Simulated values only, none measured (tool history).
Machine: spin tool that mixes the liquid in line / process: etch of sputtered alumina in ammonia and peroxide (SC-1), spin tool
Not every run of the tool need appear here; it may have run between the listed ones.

run  hour  temperature setpoint of the liquid (K)  parts of 29 % ammonia solution to one part of 30 % peroxide (parts by volume)  time under the liquid (s)  thickness taken off the sputtered alumina on a monitor wafer (angstrom)
  1     0                                  322.15                                                                           0.75                        300                                                                   157.48
  2   7.5                                  320.65                                                                           0.75                        300                                                                   144.14
  3  12.4                                  320.65                                                                           0.85                        300                                                                   146.73
  4  14.5                                  324.15                                                                           0.85                        300                                                                   178.17
  5  20.5                                  324.15                                                                            1.1                        300                                                                   181.82
  6  24.7                                  321.65                                                                            1.1                        300                                                                    159.3

What will run 7 give?
  7  29.4                                  320.15                                                                            1.1                        300                                                                        ?

{"run 7": {"thickness taken off the sputtered alumina on a monitor wafer (angstrom)": 146.29}}
